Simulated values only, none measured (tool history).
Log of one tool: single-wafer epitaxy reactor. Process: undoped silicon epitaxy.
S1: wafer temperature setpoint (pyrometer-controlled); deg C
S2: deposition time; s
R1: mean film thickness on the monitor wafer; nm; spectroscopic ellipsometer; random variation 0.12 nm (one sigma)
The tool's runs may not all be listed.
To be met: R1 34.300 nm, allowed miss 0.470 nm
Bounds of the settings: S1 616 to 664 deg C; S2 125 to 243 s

run	hour	S1	S2	R1
1	0.0	640	184	27.763
2	8.7	640	158	23.809
3	11.7	633	158	19.959
4	18.2	633	143	18.078
5	25.2	642	143	22.462
6	29.9	648	143	26.137
7	37.3	652	143	29.150
8	38.7	652	143	29.120
9	45.2	654	143	30.365
10	50.8	656	143	32.060
# hour 55.8: pyrometer calibrated
11	55.8	657	143	28.842
12	57.6	659	150	31.510
13	62.9	661	152	33.527
14	64.2	661	152	33.718

Which of these 4 next moves meets every target?
A	65.5	664	145	?
B	65.5	661	149	?
C	65.5	663	142	?
D	65.5	658	161	?

move	R1
A	34.723
B	33.201
C	33.200
D	33.363
A: meets every target
B: further off than the last run
C: further off than the last run
D: further off than the last run
The right move is A.

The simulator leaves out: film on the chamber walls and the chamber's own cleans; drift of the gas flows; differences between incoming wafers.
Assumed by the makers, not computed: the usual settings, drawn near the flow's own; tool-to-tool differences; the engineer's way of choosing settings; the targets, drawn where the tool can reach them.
